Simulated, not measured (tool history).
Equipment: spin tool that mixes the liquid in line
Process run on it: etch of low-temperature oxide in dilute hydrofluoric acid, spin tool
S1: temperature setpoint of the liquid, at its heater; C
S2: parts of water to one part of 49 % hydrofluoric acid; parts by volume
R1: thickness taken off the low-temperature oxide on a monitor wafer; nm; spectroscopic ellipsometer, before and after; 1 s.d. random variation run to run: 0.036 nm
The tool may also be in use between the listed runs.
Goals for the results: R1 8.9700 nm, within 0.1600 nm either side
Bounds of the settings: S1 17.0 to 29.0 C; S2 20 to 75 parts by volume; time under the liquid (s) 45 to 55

Run 1, hour 0.0: S1 21.0 C, S2 45 parts by volume, time under the liquid (s) 55. Result: R1 12.8470 nm.
Run 2, hour 6.9: S1 21.0 C, S2 45 parts by volume, time under the liquid (s) 55. Result: R1 12.8360 nm.
Run 3, hour 11.1: S1 21.0 C, S2 45 parts by volume, time under the liquid (s) 55. Result: R1 12.8620 nm.
Run 4, hour 16.8: S1 20.5 C, S2 45 parts by volume, time under the liquid (s) 55. Result: R1 12.6400 nm.
Run 5, hour 25.0: S1 20.5 C, S2 35 parts by volume, time under the liquid (s) 55. Result: R1 16.3510 nm.
Run 6, hour 25.7: S1 20.5 C, S2 20 parts by volume, time under the liquid (s) 55. Result: R1 29.1660 nm.
Run 7, hour 29.3: S1 20.0 C, S2 25 parts by volume, time under the liquid (s) 55. Result: R1 22.8080 nm.
Run 8, hour 36.7: S1 19.5 C, S2 30 parts by volume, time under the liquid (s) 55. Result: R1 18.4660 nm.
Run 9, hour 42.3: S1 17.0 C, S2 45 parts by volume, time under the liquid (s) 55. Result: R1 10.8070 nm.
Run 10, hour 44.8: S1 17.0 C, S2 50 parts by volume, time under the liquid (s) 55. Result: R1 9.7025 nm.
Run 11, hour 53.6: S1 17.0 C, S2 55 parts by volume, time under the liquid (s) 55. Result: R1 8.7849 nm.

4 next moves are on the table. One of them brings every result within its allowed miss. Which?
Run A, hour 62.4: S1 18.0 C, S2 60 parts by volume, time under the liquid (s) 55. Result: R1 ?.
Run B, hour 62.4: S1 18.5 C, S2 55 parts by volume, time under the liquid (s) 50. Result: R1 ?.
Run C, hour 62.4: S1 17.5 C, S2 50 parts by volume, time under the liquid (s) 50. Result: R1 ?.
Run D, hour 62.4: S1 19.0 C, S2 55 parts by volume, time under the liquid (s) 50. Result: R1 ?.

move      R1
   A  8.3737
   B  8.5328
   C  9.0418
   D  8.7172
A: the biggest miss grows against the last run
B: the biggest miss grows against the last run
C: every result within its allowed miss
D: the biggest miss grows against the last run
C meets every target.
